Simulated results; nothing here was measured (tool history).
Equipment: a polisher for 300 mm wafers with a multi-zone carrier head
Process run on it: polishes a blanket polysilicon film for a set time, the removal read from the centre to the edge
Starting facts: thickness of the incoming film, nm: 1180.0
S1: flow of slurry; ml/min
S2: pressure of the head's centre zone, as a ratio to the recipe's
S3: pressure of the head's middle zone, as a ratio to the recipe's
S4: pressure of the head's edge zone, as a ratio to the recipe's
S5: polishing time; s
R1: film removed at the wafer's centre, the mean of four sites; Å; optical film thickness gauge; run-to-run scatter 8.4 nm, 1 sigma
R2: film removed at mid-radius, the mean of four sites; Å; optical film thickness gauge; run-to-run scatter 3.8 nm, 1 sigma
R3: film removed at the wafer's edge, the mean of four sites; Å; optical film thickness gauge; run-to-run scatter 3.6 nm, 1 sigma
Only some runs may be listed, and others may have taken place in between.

Run 1, hour 0: S1 245 ml/min, S2 1, S3 1, S4 1, S5 41 s. Result: R1 4047.1 Å, R2 4015.4 Å, R3 4128.7 Å.
Run 2, hour 4.6: S1 215 ml/min, S2 1, S3 1, S4 1, S5 41 s. Result: R1 3952.5 Å, R2 3933.9 Å, R3 4052.8 Å.
Run 3, hour 13.2: S1 215 ml/min, S2 1, S3 1, S4 1.08, S5 41 s. Result: R1 3973.7 Å, R2 3948.4 Å, R3 4242.2 Å.
Run 4, hour 17.6: S1 215 ml/min, S2 1, S3 0.92, S4 1.08, S5 41 s. Result: R1 3960.7 Å, R2 3654.4 Å, R3 4287.6 Å.
Run 5, hour 19: S1 240 ml/min, S2 1.04, S3 0.99, S4 1.1, S5 43 s. Result: R1 4366.7 Å, R2 4124.3 Å, R3 4507.5 Å.
Run 6, hour 26.1: S1 195 ml/min, S2 1.04, S3 0.99, S4 1.1, S5 43 s. Result: R1 4280.9 Å, R2 3993 Å, R3 4401.1 Å.
Run 7, hour 33.5: S1 265 ml/min, S2 1.14, S3 1.09, S4 1.16, S5 51 s. Result: R1 5716.5 Å, R2 5418.5 Å, R3 5501.4 Å.
Run 8, hour 38: S1 280 ml/min, S2 1.15, S3 1.11, S4 1.16, S5 51 s. Result: R1 5810.4 Å, R2 5539.4 Å, R3 5611.4 Å.
At hour 40.3: edge zone pressure recalibrated.
Run 9, hour 40.3: S1 290 ml/min, S2 1.16, S3 1.13, S4 1.14, S5 51 s. Result: R1 5866.4 Å, R2 5699.1 Å, R3 5355.9 Å.

Predict the results of run 10:
Run 10, hour 43.1: S1 335 ml/min, S2 1.18, S3 1.17, S4 1.19, S5 52 s. Result: R1 ?, R2 ?, R3 ?.

{"run 10": {"R1": 6286.3, "R2": 6029.7, "R3": 5722.8}}
